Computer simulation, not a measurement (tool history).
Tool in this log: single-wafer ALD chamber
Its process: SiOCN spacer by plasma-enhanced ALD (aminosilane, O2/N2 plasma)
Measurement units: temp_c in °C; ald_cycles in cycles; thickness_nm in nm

{"run": 1, "hour": 0.0, "temp_c": 410, "ald_cycles": 66, "thickness_nm": 3.5246}
{"run": 2, "hour": 8.8, "temp_c": 417, "ald_cycles": 66, "thickness_nm": 3.4743}
{"run": 3, "hour": 15.1, "temp_c": 417, "ald_cycles": 60, "thickness_nm": 3.1697}
{"run": 4, "hour": 16.3, "temp_c": 416, "ald_cycles": 62, "thickness_nm": 3.2869}
{"run": 5, "hour": 20.6, "temp_c": 415, "ald_cycles": 63, "thickness_nm": 3.3571}
{"run": 6, "hour": 22.9, "temp_c": 415, "ald_cycles": 69, "thickness_nm": 3.6324}
{"run": 7, "hour": 28.2, "temp_c": 414, "ald_cycles": 70, "thickness_nm": 3.7053}
{"run": 8, "hour": 32.5, "temp_c": 413, "ald_cycles": 70, "thickness_nm": 3.7434}

Run 9, settings as shown, results not yet in. Your forecast:
{"run": 9, "hour": 35.0, "temp_c": 412, "ald_cycles": 70, "thickness_nm": "?"}

{"run 9": {"thickness_nm": 3.776}}
